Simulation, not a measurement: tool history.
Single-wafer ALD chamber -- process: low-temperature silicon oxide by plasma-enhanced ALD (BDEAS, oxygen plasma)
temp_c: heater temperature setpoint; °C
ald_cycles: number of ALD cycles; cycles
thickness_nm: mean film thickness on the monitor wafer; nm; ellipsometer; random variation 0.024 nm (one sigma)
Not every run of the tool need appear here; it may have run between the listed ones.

run	hour	temp_c	ald_cycles	thickness_nm
1	0	115	48	6.4443
2	8.3	115	43	5.7798
3	10.8	111	47	6.3813
4	19.8	107	49	6.7006
5	27.2	103	49	6.7296
6	29.4	98	49	6.778
7	30.3	97	51	7.0667
8	35.8	96	52	7.2667

The next listed run, before its measurement:
9	38.8	95	53	?

Run 9 yielded thickness_nm 7.414 nm.

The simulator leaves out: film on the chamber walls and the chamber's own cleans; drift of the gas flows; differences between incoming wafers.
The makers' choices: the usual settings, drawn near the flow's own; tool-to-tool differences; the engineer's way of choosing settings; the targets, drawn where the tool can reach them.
